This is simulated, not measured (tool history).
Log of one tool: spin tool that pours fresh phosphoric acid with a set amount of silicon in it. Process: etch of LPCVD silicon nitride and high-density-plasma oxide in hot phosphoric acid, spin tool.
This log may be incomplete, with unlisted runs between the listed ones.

run	hour	temperature setpoint of the liquid (K)	silicon dissolved in the acid as it is poured (mg a litre)	time under the liquid (s)	thickness taken off the LPCVD silicon nitride on a monitor wafer (nm)	thickness taken off the high-density-plasma oxide on a monitor wafer (nm)
1	0	437.15	18	180	19.857	0.89579
2	5.9	436.65	16	175	19.08	0.90003
3	7.4	436.15	14.5	170	18.314	0.84563
4	14.1	436.15	14.5	245	26.376	1.3164
5	19.1	435.65	13	230	24.465	1.1772
6	25.8	435.65	17.5	230	24.087	1.0482

The next listed run, before its measurement:
7	26.4	435.65	15.5	215	?	?

thickness taken off the LPCVD silicon nitride on a monitor wafer (nm): 22.685
thickness taken off the high-density-plasma oxide on a monitor wafer (nm): 1.0125
